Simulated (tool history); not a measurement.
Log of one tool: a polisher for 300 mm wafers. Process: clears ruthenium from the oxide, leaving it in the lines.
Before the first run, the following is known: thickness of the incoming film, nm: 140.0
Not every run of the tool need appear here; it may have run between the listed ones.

run	hour	flow of slurry (ml/min)	pressure of the wafer on the pad (psi)	speed of the pad under the wafer (cm/s)	overpolish time after the end point (s)	time until the end point was called (s)
1	0	210	2.2	118	13	75.585
2	7.8	210	2.6	122	13	62.047
3	10.9	210	2.6	102	13	73.88
4	19.6	245	2.6	102	13	73.453
5	21.8	245	2.6	102	14	72.912
6	30.4	245	2.9	112	14	59.579
7	37.1	245	3.1	120	14	52.755
8	45.6	245	3.2	128	14	47.88

Forecast run 9:
9	51.5	245	3.2	128	14	?

time until the end point was called (s): 48.548

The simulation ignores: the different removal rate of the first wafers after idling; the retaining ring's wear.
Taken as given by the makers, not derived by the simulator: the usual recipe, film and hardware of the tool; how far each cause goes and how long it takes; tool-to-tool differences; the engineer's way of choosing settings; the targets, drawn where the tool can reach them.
